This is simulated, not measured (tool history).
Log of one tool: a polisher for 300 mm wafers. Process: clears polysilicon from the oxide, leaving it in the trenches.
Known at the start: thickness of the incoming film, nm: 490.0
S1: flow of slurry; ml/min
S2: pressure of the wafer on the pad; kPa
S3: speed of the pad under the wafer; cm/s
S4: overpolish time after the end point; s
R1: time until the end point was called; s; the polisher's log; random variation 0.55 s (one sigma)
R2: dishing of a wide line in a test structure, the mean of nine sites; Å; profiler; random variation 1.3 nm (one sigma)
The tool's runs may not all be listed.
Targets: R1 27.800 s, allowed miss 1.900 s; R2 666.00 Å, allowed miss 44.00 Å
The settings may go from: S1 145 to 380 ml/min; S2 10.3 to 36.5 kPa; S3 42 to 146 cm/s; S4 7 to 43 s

run	hour	S1	S2	S3	S4	R1	R2
1	0.0	245	23.4	94	22	28.405	898.47
2	4.1	300	23.4	94	22	28.000	892.24
3	7.5	315	23.4	94	19	28.663	887.24
4	13.0	325	23.4	94	17	29.119	857.25
5	13.5	325	26.9	94	17	25.574	908.39
6	17.7	335	24.1	104	15	23.607	842.11
7	24.1	335	24.1	104	15	25.164	841.26
8	27.6	340	22.1	110	14	25.863	847.74
9	33.3	345	20.0	116	13	26.640	855.01
10	36.4	350	21.4	108	12	26.666	800.86

Which of these 4 next moves meets every target?
A	39.5	355	23.4	114	19	?	?
B	39.5	320	22.1	104	16	?	?
C	39.5	300	21.4	106	7	?	?
D	39.5	330	22.1	110	10	?	?

move	R1	R2
A	23.426	888.47
B	27.217	862.24
C	27.594	671.53
D	25.722	789.80
A: further off than the last run
B: further off than the last run
C: meets every target
D: nearer than the last run, and not there yet
Answer: C
